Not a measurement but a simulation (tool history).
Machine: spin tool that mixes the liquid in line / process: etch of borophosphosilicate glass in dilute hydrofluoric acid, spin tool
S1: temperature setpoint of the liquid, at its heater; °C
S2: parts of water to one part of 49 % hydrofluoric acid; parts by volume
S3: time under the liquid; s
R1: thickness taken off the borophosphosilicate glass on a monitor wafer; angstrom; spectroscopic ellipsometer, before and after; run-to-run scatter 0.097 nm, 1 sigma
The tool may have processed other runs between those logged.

{"run": 1, "hour": 0.0, "S1": 20.0, "S2": 250, "S3": 35, "R1": 62.73}
{"run": 2, "hour": 5.8, "S1": 18.0, "S2": 250, "S3": 35, "R1": 58.829}
{"run": 3, "hour": 7.8, "S1": 17.0, "S2": 250, "S3": 35, "R1": 56.127}
{"run": 4, "hour": 16.1, "S1": 17.0, "S2": 300, "S3": 35, "R1": 44.05}
{"run": 5, "hour": 21.5, "S1": 17.0, "S2": 300, "S3": 35, "R1": 45.25}
{"run": 6, "hour": 26.3, "S1": 17.0, "S2": 360, "S3": 35, "R1": 35.483}
{"run": 7, "hour": 27.9, "S1": 18.5, "S2": 335, "S3": 35, "R1": 40.758}
{"run": 8, "hour": 36.1, "S1": 19.5, "S2": 315, "S3": 35, "R1": 45.584}
{"hour": 43.8, "done": "thermometer replaced"}
{"run": 9, "hour": 43.8, "S1": 20.5, "S2": 295, "S3": 35, "R1": 48.642}

What does the tool deliver on the next run?
{"run": 10, "hour": 51.7, "S1": 24.5, "S2": 195, "S3": 35, "R1": "?"}

Run 10 produced R1 93.154 angstrom.
